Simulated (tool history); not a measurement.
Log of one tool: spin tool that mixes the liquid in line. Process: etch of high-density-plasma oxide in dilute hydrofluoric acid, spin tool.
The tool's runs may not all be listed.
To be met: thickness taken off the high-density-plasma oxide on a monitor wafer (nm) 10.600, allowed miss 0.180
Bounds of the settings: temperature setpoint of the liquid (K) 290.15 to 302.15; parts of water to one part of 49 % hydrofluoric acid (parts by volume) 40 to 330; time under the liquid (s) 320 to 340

run,hour,temperature setpoint of the liquid (K),parts of water to one part of 49 % hydrofluoric acid (parts by volume),time under the liquid (s),thickness taken off the high-density-plasma oxide on a monitor wafer (nm)
1,0.0,294.15,185,320,14.716
2,1.1,290.65,185,320,12.834
3,3.1,290.65,185,340,13.693
4,5.6,290.65,160,340,16.255
5,14.5,290.15,160,340,15.884
6,19.8,290.15,165,340,15.454
7,25.6,290.15,235,340,10.173
8,26.5,290.65,235,340,10.369

Which of these 4 next moves meets every target?
A,27.4,290.15,225,340,?
B,27.4,290.65,220,340,?
C,27.4,290.15,205,320,?
D,27.4,290.65,235,335,?

move,thickness taken off the high-density-plasma oxide on a monitor wafer (nm)
A,10.739
B,11.251
C,11.295
D,10.239
A: meets every target
B: takes the result that was furthest off past its target
C: takes the result that was furthest off past its target
D: further off than the last run
Move A is the one to make.
